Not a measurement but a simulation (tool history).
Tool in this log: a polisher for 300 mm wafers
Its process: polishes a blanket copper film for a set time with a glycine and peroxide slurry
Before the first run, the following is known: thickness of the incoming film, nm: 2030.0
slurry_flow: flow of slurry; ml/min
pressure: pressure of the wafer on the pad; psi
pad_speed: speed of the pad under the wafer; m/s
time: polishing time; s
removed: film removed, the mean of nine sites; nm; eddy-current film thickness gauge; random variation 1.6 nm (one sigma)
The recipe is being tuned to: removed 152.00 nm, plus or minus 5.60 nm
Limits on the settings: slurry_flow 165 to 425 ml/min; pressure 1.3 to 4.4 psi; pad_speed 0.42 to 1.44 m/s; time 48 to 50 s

Run 1, day 0.000: slurry_flow 275 ml/min, pressure 2.8 psi, pad_speed 0.92 m/s, time 48 s. Result: removed 208.91 nm.
Run 2, day 0.075: slurry_flow 275 ml/min, pressure 2.8 psi, pad_speed 0.92 m/s, time 48 s. Result: removed 206.02 nm.
Run 3, day 0.375: slurry_flow 275 ml/min, pressure 2.6 psi, pad_speed 0.92 m/s, time 48 s. Result: removed 193.00 nm.
Run 4, day 0.638: slurry_flow 225 ml/min, pressure 2.6 psi, pad_speed 0.92 m/s, time 48 s. Result: removed 192.53 nm.
Run 5, day 0.875: slurry_flow 225 ml/min, pressure 3.0 psi, pad_speed 0.92 m/s, time 48 s. Result: removed 212.59 nm.
Run 6, day 1.221: slurry_flow 225 ml/min, pressure 2.8 psi, pad_speed 0.92 m/s, time 48 s. Result: removed 203.27 nm.
Run 7, day 1.562: slurry_flow 225 ml/min, pressure 2.6 psi, pad_speed 0.92 m/s, time 48 s. Result: removed 191.51 nm.
Run 8, day 1.867: slurry_flow 225 ml/min, pressure 2.5 psi, pad_speed 0.92 m/s, time 48 s. Result: removed 185.73 nm.
Run 9, day 2.033: slurry_flow 225 ml/min, pressure 2.4 psi, pad_speed 0.92 m/s, time 48 s. Result: removed 178.89 nm.
Run 10, day 2.400: slurry_flow 225 ml/min, pressure 2.3 psi, pad_speed 0.92 m/s, time 48 s. Result: removed 176.19 nm.
Run 11, day 2.442: slurry_flow 225 ml/min, pressure 2.2 psi, pad_speed 0.92 m/s, time 48 s. Result: removed 167.53 nm.

4 candidate next runs follow, results not yet known. Just one meets every target within its allowed miss. Identify it.
Run A, day 2.483: slurry_flow 250 ml/min, pressure 1.7 psi, pad_speed 0.90 m/s, time 48 s. Result: removed ?.
Run B, day 2.483: slurry_flow 235 ml/min, pressure 2.0 psi, pad_speed 1.10 m/s, time 50 s. Result: removed ?.
Run C, day 2.483: slurry_flow 165 ml/min, pressure 2.1 psi, pad_speed 0.88 m/s, time 48 s. Result: removed ?.
Run D, day 2.483: slurry_flow 245 ml/min, pressure 2.4 psi, pad_speed 0.80 m/s, time 49 s. Result: removed ?.

move  removed
   A   137.49
   B   186.04
   C   151.99
   D   165.04
A: takes the result that was furthest off past its target
B: misses by more than the last run did
C: hits every target within its allowed miss
D: closes in on the targets versus the last run, not all within tolerance yet
C meets every target.
